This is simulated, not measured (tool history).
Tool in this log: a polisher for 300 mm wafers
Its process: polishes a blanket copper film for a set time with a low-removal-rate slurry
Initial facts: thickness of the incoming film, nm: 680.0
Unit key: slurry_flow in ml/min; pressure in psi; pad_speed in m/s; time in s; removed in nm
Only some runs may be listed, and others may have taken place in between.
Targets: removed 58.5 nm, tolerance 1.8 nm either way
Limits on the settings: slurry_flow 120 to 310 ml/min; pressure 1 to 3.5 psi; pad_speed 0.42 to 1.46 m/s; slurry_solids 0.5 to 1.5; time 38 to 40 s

Run 1, hour 0: slurry_flow 200 ml/min, pressure 2.2 psi, pad_speed 0.94 m/s, slurry_solids 1, time 38 s. Result: removed 82.998 nm.
Run 2, hour 2.7: slurry_flow 195 ml/min, pressure 2 psi, pad_speed 0.94 m/s, slurry_solids 1, time 38 s. Result: removed 77.827 nm.
Run 3, hour 4.6: slurry_flow 195 ml/min, pressure 2 psi, pad_speed 0.94 m/s, slurry_solids 1, time 40 s. Result: removed 80.591 nm.
Run 4, hour 7.2: slurry_flow 195 ml/min, pressure 2 psi, pad_speed 0.94 m/s, slurry_solids 1, time 40 s. Result: removed 82.025 nm.
At hour 11: worn pad replaced by a new one.
Run 5, hour 11: slurry_flow 195 ml/min, pressure 2 psi, pad_speed 0.94 m/s, slurry_solids 1, time 38 s. Result: removed 85.311 nm.
Run 6, hour 12.6: slurry_flow 195 ml/min, pressure 2 psi, pad_speed 0.94 m/s, slurry_solids 1, time 40 s. Result: removed 88.552 nm.
Run 7, hour 17.6: slurry_flow 180 ml/min, pressure 1.4 psi, pad_speed 0.92 m/s, slurry_solids 1, time 40 s. Result: removed 69.194 nm.
Run 8, hour 25.1: slurry_flow 180 ml/min, pressure 1.3 psi, pad_speed 0.9 m/s, slurry_solids 1, time 40 s. Result: removed 64.899 nm.

5 next moves are on the table. One of them brings every result within its allowed miss. Which?
Run A, hour 32.6: slurry_flow 170 ml/min, pressure 1.1 psi, pad_speed 0.92 m/s, slurry_solids 0.8, time 38 s. Result: removed ?.
Run B, hour 32.6: slurry_flow 155 ml/min, pressure 1.3 psi, pad_speed 0.96 m/s, slurry_solids 0.95, time 38 s. Result: removed ?.
Run C, hour 32.6: slurry_flow 225 ml/min, pressure 1.1 psi, pad_speed 0.94 m/s, slurry_solids 1.05, time 40 s. Result: removed ?.
Run D, hour 32.6: slurry_flow 160 ml/min, pressure 1.1 psi, pad_speed 1.06 m/s, slurry_solids 1, time 39 s. Result: removed ?.
Run E, hour 32.6: slurry_flow 190 ml/min, pressure 1.4 psi, pad_speed 0.68 m/s, slurry_solids 1.1, time 40 s. Result: removed ?.

move  removed
   A   53.296
   B   61.602
   C   62.889
   D   62.807
   E   57.248
A: moves the result that the last run missed by most past its target, out the other side
B: nearer than the last run, and not there yet
C: nearer than the last run, and not there yet
D: nearer than the last run, and not there yet
E: all results land within tolerance of their targets
E meets every target.

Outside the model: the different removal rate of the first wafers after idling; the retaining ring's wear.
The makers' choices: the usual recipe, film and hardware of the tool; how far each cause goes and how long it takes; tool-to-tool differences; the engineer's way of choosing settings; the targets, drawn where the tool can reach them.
